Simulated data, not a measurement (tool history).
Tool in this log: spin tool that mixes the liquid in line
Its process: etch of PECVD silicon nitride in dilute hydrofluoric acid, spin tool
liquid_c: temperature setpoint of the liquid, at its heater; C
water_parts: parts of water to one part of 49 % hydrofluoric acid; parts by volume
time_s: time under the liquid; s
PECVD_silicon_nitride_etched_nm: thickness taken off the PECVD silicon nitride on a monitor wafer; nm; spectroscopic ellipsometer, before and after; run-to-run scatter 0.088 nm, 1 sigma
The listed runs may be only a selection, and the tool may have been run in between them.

| run | day | liquid_c | water_parts | time_s | PECVD_silicon_nitride_etched_nm |
|---|---|---|---|---|---|
| 1 | 0.000 | 26.0 | 140 | 305 | 9.1609 |
| 2 | 0.375 | 26.0 | 180 | 305 | 7.0730 |
| 3 | 0.479 | 26.0 | 180 | 305 | 7.0588 |
| 4 | 0.779 | 26.0 | 180 | 325 | 7.5424 |
| 5 | 0.962 | 27.5 | 175 | 325 | 8.5022 |
| 6 | 1.046 | 27.5 | 150 | 325 | 9.9574 |
| 7 | 1.088 | 29.0 | 145 | 325 | 11.3780 |
| 8 | 1.175 | 30.0 | 145 | 325 | 11.9760 |
| 9 | 1.204 | 31.0 | 145 | 325 | 12.9040 |

The next listed run, before its measurement:
| 10 | 1.512 | 31.5 | 145 | 325 | ? |

Run 10 measured PECVD_silicon_nitride_etched_nm 13.3320 nm.
